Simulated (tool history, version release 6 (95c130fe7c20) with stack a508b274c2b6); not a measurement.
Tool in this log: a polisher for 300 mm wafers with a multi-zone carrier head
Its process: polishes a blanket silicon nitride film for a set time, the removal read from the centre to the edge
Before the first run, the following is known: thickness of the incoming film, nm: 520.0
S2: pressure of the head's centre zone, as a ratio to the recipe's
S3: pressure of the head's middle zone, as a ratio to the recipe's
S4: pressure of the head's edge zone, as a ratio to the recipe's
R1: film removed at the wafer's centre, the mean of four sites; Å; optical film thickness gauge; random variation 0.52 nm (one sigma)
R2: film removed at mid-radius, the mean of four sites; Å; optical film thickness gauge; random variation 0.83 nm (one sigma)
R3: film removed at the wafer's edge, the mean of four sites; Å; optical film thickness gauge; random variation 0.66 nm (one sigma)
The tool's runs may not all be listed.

Run 1, day 0: flow of slurry (ml/min) 245, S2 1, S3 1, S4 1, polishing time (s) 62. Result: R1 1086.6 Å, R2 1088.4 Å, R3 1091.3 Å.
Run 2, day 0.167: flow of slurry (ml/min) 240, S2 0.98, S3 0.97, S4 0.96, polishing time (s) 56. Result: R1 964.67 Å, R2 972.37 Å, R3 955.89 Å.
Run 3, day 0.338: flow of slurry (ml/min) 240, S2 0.98, S3 0.97, S4 0.96, polishing time (s) 64. Result: R1 1097.4 Å, R2 1096.5 Å, R3 1098.7 Å.
Run 4, day 0.7: flow of slurry (ml/min) 230, S2 0.96, S3 0.93, S4 0.93, polishing time (s) 58. Result: R1 977.71 Å, R2 966.42 Å, R3 967.25 Å.
Run 5, day 0.871: flow of slurry (ml/min) 230, S2 0.96, S3 0.93, S4 0.93, polishing time (s) 53. Result: R1 886.38 Å, R2 870.54 Å, R3 891.43 Å.
Run 6, day 0.904: flow of slurry (ml/min) 230, S2 0.96, S3 0.89, S4 0.93, polishing time (s) 53. Result: R1 885.56 Å, R2 850.19 Å, R3 887.88 Å.
Run 7, day 1.15: flow of slurry (ml/min) 220, S2 0.94, S3 0.87, S4 0.9, polishing time (s) 51. Result: R1 826.27 Å, R2 795.89 Å, R3 833.28 Å.

Run 8 comes next. What will it give?
Run 8, day 1.262: flow of slurry (ml/min) 210, S2 0.93, S3 0.86, S4 0.87, polishing time (s) 51. Result: R1 ?, R2 ?, R3 ?.

R1: 815.33 Å
R2: 783.08 Å
R3: 838.44 Å

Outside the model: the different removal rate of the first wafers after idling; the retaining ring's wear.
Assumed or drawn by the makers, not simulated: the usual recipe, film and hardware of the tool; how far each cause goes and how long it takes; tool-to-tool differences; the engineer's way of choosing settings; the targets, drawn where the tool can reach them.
